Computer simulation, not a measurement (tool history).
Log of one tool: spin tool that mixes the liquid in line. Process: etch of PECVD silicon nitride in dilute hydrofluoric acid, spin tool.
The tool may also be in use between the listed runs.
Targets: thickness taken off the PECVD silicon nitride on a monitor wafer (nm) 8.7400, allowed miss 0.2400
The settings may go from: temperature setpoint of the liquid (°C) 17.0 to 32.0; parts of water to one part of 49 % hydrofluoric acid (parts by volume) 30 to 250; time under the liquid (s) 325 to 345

run,day,temperature setpoint of the liquid (°C),parts of water to one part of 49 % hydrofluoric acid (parts by volume),time under the liquid (s),thickness taken off the PECVD silicon nitride on a monitor wafer (nm)
1,0.000,24.0,140,325,7.2571
2,0.354,24.5,140,325,7.5532
3,0.421,24.5,140,345,8.0261
4,0.475,24.5,105,345,10.5640
5,0.717,24.0,105,345,10.3270
6,0.958,23.5,105,345,10.0010
7,1.083,23.0,105,345,9.5794
8,1.408,23.0,105,345,9.4696
9,1.471,22.5,105,345,9.2302

Which of these 5 next moves meets every target?
A,1.533,22.5,100,345,?
B,1.533,22.5,95,345,?
C,1.533,22.5,110,340,?
D,1.533,21.5,95,340,?
E,1.533,22.0,95,325,?

move,thickness taken off the PECVD silicon nitride on a monitor wafer (nm)
A,9.6988
B,10.2000
C,8.7033
D,9.3998
E,9.2924
A: further off than the last run
B: further off than the last run
C: meets every target
D: further off than the last run
E: further off than the last run
Move C is the one to make.
